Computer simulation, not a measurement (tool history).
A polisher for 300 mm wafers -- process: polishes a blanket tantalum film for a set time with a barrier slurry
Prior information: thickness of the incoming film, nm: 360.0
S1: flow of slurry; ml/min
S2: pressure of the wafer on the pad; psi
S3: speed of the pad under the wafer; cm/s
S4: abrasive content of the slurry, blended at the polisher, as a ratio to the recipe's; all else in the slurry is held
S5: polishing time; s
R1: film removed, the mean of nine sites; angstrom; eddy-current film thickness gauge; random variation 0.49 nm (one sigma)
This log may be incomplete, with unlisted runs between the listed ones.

run,hour,S1,S2,S3,S4,S5,R1
1,0,295,2.3,126,1,51,839.75
2,5.1,295,2.3,126,0.8,51,705.89
3,12,295,2.2,124,0.8,51,689.68
4,16.7,295,2.1,122,0.8,51,652.59
5,25.6,255,2.1,122,0.8,51,628.02
6,33.4,255,2.1,122,0.95,51,721.77
7,37.8,255,2,118,0.95,51,657.59
8,41.3,255,1.9,116,0.95,51,617.62
9,46.9,255,1.8,114,0.95,51,573.65
10,48,255,1.7,112,0.95,51,523.22
11,54.1,255,1.6,112,0.95,51,508.5
12,62.1,255,1.5,112,0.95,51,479.65
# hour 63.6: slurry blender recalibrated
13,63.6,255,1.2,110,0.95,51,472.26
14,66.6,250,1.2,108,0.95,51,455.23
15,70.3,250,1.2,108,0.95,51,455.7
16,76.3,250,1.2,106,0.95,51,443.06
17,84.2,250,1.2,104,0.95,51,432.5

Forecast run 18:
18,91.2,250,1.2,102,0.95,51,?

{"run 18": {"R1": 433.98}}
